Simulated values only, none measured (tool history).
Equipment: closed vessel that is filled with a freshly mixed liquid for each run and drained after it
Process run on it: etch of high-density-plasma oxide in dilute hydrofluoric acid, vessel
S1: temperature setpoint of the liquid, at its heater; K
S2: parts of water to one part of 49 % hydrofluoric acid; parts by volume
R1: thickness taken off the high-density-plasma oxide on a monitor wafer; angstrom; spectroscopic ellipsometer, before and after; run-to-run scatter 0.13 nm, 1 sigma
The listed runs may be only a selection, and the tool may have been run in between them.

Run 1, hour 0: S1 297.15 K, S2 180 parts by volume, time in the liquid (s) 1070. Result: R1 327.52 angstrom.
Run 2, hour 4.7: S1 297.15 K, S2 180 parts by volume, time in the liquid (s) 1070. Result: R1 324 angstrom.
Run 3, hour 9.1: S1 295.65 K, S2 190 parts by volume, time in the liquid (s) 1070. Result: R1 285.43 angstrom.
Run 4, hour 17.1: S1 295.65 K, S2 190 parts by volume, time in the liquid (s) 1070. Result: R1 284.42 angstrom.
Run 5, hour 21.3: S1 295.65 K, S2 190 parts by volume, time in the liquid (s) 1150. Result: R1 313.22 angstrom.
Run 6, hour 23.6: S1 294.65 K, S2 200 parts by volume, time in the liquid (s) 1150. Result: R1 282.42 angstrom.
Run 7, hour 30.9: S1 293.65 K, S2 205 parts by volume, time in the liquid (s) 1150. Result: R1 259.41 angstrom.

Run 8 is up next; what results do you expect?
Run 8, hour 34.7: S1 293.15 K, S2 210 parts by volume, time in the liquid (s) 1150. Result: R1 ?.

{"run 8": {"R1": 246.54}}
